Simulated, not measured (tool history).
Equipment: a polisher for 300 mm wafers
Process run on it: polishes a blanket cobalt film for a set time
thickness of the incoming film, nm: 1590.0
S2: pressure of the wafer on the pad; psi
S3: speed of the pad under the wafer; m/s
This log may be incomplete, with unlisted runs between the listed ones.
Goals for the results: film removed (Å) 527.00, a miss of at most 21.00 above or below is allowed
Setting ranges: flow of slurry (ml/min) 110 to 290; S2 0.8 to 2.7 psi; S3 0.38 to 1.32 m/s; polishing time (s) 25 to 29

run 1 day=0.000 | flow_of_slurry_(ml/min)=185 S2=1.7 S3=0.84 polishing_time_(s)=29 | film_removed_(Å)=1074.40
run 2 day=0.175 | flow_of_slurry_(ml/min)=185 S2=1.5 S3=0.82 polishing_time_(s)=29 | film_removed_(Å)=919.16
run 3 day=0.375 | flow_of_slurry_(ml/min)=185 S2=1.4 S3=0.80 polishing_time_(s)=29 | film_removed_(Å)=845.85
run 4 day=0.471 | flow_of_slurry_(ml/min)=185 S2=1.4 S3=0.80 polishing_time_(s)=29 | film_removed_(Å)=834.54
run 5 day=0.675 | flow_of_slurry_(ml/min)=185 S2=1.4 S3=0.80 polishing_time_(s)=29 | film_removed_(Å)=852.21
run 6 day=0.729 | flow_of_slurry_(ml/min)=185 S2=1.4 S3=0.88 polishing_time_(s)=29 | film_removed_(Å)=930.68
run 7 day=1.075 | flow_of_slurry_(ml/min)=185 S2=1.3 S3=0.86 polishing_time_(s)=29 | film_removed_(Å)=860.28
run 8 day=1.212 | flow_of_slurry_(ml/min)=185 S2=1.2 S3=0.84 polishing_time_(s)=29 | film_removed_(Å)=795.12
-- day=1.450 worn pad replaced by a new one
run 9 day=1.450 | flow_of_slurry_(ml/min)=185 S2=1.2 S3=0.84 polishing_time_(s)=29 | film_removed_(Å)=855.34
run 10 day=1.508 | flow_of_slurry_(ml/min)=185 S2=1.1 S3=0.80 polishing_time_(s)=29 | film_removed_(Å)=752.15
run 11 day=1.779 | flow_of_slurry_(ml/min)=185 S2=1.0 S3=0.76 polishing_time_(s)=29 | film_removed_(Å)=660.06
run 12 day=1.954 | flow_of_slurry_(ml/min)=185 S2=1.0 S3=0.74 polishing_time_(s)=29 | film_removed_(Å)=647.50
run 13 day=2.142 | flow_of_slurry_(ml/min)=185 S2=1.0 S3=0.74 polishing_time_(s)=29 | film_removed_(Å)=654.13
run 14 day=2.288 | flow_of_slurry_(ml/min)=185 S2=1.0 S3=0.72 polishing_time_(s)=29 | film_removed_(Å)=646.64
run 15 day=2.350 | flow_of_slurry_(ml/min)=185 S2=1.0 S3=0.70 polishing_time_(s)=29 | film_removed_(Å)=618.53
run 16 day=2.383 | flow_of_slurry_(ml/min)=180 S2=0.8 S3=0.66 polishing_time_(s)=29 | film_removed_(Å)=488.73
run 17 day=2.721 | flow_of_slurry_(ml/min)=185 S2=0.8 S3=0.66 polishing_time_(s)=29 | film_removed_(Å)=493.76

5 candidate next runs follow, results not yet known. Just one meets every target within its allowed miss. Identify it.
run A day=3.058 | flow_of_slurry_(ml/min)=195 S2=0.9 S3=0.70 polishing_time_(s)=29 | film_removed_(Å)=?
run B day=3.058 | flow_of_slurry_(ml/min)=205 S2=0.9 S3=0.62 polishing_time_(s)=27 | film_removed_(Å)=?
run C day=3.058 | flow_of_slurry_(ml/min)=180 S2=0.9 S3=0.72 polishing_time_(s)=29 | film_removed_(Å)=?
run D day=3.058 | flow_of_slurry_(ml/min)=210 S2=1.2 S3=0.52 polishing_time_(s)=28 | film_removed_(Å)=?
run E day=3.058 | flow_of_slurry_(ml/min)=180 S2=0.8 S3=0.70 polishing_time_(s)=27 | film_removed_(Å)=?

move=A film_removed_(Å)=583.47
move=B film_removed_(Å)=486.42
move=C film_removed_(Å)=593.21
move=D film_removed_(Å)=539.07
move=E film_removed_(Å)=490.79
A: the result that was furthest off in the last run now lies on the other side of its target
B: lands further from the targets than the last run did
C: the result that was furthest off in the last run now lies on the other side of its target
D: all results in spec
E: lands further from the targets than the last run did
The move that meets every target is D.

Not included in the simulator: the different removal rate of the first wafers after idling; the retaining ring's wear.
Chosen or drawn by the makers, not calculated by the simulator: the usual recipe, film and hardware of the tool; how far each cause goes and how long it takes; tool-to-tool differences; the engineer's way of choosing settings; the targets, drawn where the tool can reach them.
